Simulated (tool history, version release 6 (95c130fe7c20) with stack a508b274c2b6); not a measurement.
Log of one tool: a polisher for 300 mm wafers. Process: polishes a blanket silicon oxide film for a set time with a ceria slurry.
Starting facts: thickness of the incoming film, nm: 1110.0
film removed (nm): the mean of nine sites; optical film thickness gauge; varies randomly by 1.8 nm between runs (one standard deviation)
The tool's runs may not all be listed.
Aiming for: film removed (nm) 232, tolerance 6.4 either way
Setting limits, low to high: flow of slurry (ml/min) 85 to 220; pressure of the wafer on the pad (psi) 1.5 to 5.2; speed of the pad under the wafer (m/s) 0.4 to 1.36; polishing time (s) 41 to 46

run,day,flow of slurry (ml/min),pressure of the wafer on the pad (psi),speed of the pad under the wafer (m/s),polishing time (s),film removed (nm)
1,0,140,3.3,0.88,46,166.07
2,0.162,140,3.3,0.88,41,148.27
3,0.217,150,3.6,0.88,41,164.06
4,0.483,150,3.6,1.06,41,196.51
5,0.779,150,3.3,1.06,41,177.45
6,1.008,135,3.3,1.06,41,176.32
7,1.288,140,3.5,1.06,41,186.96
8,1.429,145,3.7,1.06,41,200.56
9,1.688,150,3.8,1.06,41,205.38
10,2,150,3.9,1.06,41,213.13
11,2.133,155,4,1.06,41,217.5
12,2.375,155,4.1,1.06,41,220.93

Consider the 5 candidate settings below. Which is the only one whose results all fall within their allowed miss of target?
A,2.617,180,3.7,1,45,?
B,2.617,185,3.7,1.06,43,?
C,2.617,145,3.4,1.24,41,?
D,2.617,135,3.9,1.2,41,?
E,2.617,155,3.8,1.1,41,?

move,film removed (nm)
A,215.02
B,218.33
C,215.21
D,234.72
E,215.48
A: moves away from the targets compared with the last run
B: moves away from the targets compared with the last run
C: moves away from the targets compared with the last run
D: each result inside its tolerance
E: moves away from the targets compared with the last run
Go with D: it meets all targets.

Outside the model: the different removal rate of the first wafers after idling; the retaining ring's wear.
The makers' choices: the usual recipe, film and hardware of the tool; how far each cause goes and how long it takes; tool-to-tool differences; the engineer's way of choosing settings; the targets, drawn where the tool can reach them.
